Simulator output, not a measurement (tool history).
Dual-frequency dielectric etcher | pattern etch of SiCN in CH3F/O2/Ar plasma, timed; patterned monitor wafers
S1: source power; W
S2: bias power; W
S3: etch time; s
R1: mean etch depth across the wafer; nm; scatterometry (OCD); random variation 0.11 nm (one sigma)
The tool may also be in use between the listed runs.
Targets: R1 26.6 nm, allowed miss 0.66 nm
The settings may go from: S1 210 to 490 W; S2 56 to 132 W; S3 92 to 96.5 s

Run 1, day 0: S1 350 W, S2 94 W, S3 92 s. Result: R1 35.452 nm.
Run 2, day 0.179: S1 330 W, S2 94 W, S3 92 s. Result: R1 34.609 nm.
Run 3, day 0.371: S1 300 W, S2 86 W, S3 92 s. Result: R1 32.017 nm.
Run 4, day 0.7: S1 340 W, S2 86 W, S3 92 s. Result: R1 33.973 nm.
Run 5, day 0.792: S1 310 W, S2 81 W, S3 92 s. Result: R1 31.894 nm.
Run 6, day 1.046: S1 310 W, S2 81 W, S3 96.5 s. Result: R1 33.484 nm.
Run 7, day 1.25: S1 290 W, S2 76 W, S3 96 s. Result: R1 31.628 nm.
Run 8, day 1.35: S1 290 W, S2 76 W, S3 96 s. Result: R1 31.372 nm.
Run 9, day 1.696: S1 270 W, S2 73 W, S3 96 s. Result: R1 30.27 nm.
Run 10, day 1.846: S1 260 W, S2 71 W, S3 96 s. Result: R1 29.325 nm.
Run 11, day 1.929: S1 250 W, S2 70 W, S3 96 s. Result: R1 28.809 nm.
Run 12, day 2.296: S1 240 W, S2 69 W, S3 96 s. Result: R1 27.98 nm.
Run 13, day 2.538: S1 230 W, S2 69 W, S3 96 s. Result: R1 27.898 nm.
Run 14, day 2.896: S1 230 W, S2 68 W, S3 96 s. Result: R1 27.439 nm.

Which of these 5 next moves meets every target?
Run A, day 3.254: S1 260 W, S2 75 W, S3 93.5 s. Result: R1 ?.
Run B, day 3.254: S1 210 W, S2 79 W, S3 96.5 s. Result: R1 ?.
Run C, day 3.254: S1 210 W, S2 75 W, S3 93 s. Result: R1 ?.
Run D, day 3.254: S1 260 W, S2 71 W, S3 96.5 s. Result: R1 ?.
Run E, day 3.254: S1 210 W, S2 85 W, S3 94.5 s. Result: R1 ?.

move      R1
   A  29.263
   B  28.429
   C  26.803
   D  29.522
   E  28.719
A: further off than the last run
B: further off than the last run
C: meets every target
D: further off than the last run
E: further off than the last run
Answer: C
